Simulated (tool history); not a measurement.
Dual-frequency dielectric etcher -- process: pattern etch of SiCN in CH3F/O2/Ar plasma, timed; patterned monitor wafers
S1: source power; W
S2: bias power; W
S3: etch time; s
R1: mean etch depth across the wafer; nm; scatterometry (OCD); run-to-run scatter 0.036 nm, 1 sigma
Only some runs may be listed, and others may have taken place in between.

{"run": 1, "hour": 0.0, "S1": 460, "S2": 69, "S3": 29.5, "R1": 10.631}
{"run": 2, "hour": 3.2, "S1": 460, "S2": 69, "S3": 27, "R1": 9.7667}
{"run": 3, "hour": 7.3, "S1": 500, "S2": 73, "S3": 27, "R1": 10.33}
{"run": 4, "hour": 12.2, "S1": 470, "S2": 73, "S3": 27, "R1": 10}
{"run": 5, "hour": 16.4, "S1": 470, "S2": 68, "S3": 27, "R1": 9.7607}
{"run": 6, "hour": 23.9, "S1": 500, "S2": 72, "S3": 27, "R1": 10.244}
{"run": 7, "hour": 32.5, "S1": 530, "S2": 75, "S3": 27, "R1": 10.769}
{"run": 8, "hour": 34.2, "S1": 550, "S2": 76, "S3": 27, "R1": 10.945}
{"run": 9, "hour": 42.1, "S1": 570, "S2": 78, "S3": 27, "R1": 11.246}
{"run": 10, "hour": 50.0, "S1": 590, "S2": 80, "S3": 27, "R1": 11.515}
{"run": 11, "hour": 58.5, "S1": 600, "S2": 81, "S3": 27, "R1": 11.714}

Forecast run 12:
{"run": 12, "hour": 60.8, "S1": 610, "S2": 82, "S3": 27, "R1": "?"}

{"run 12": {"R1": 11.825}}
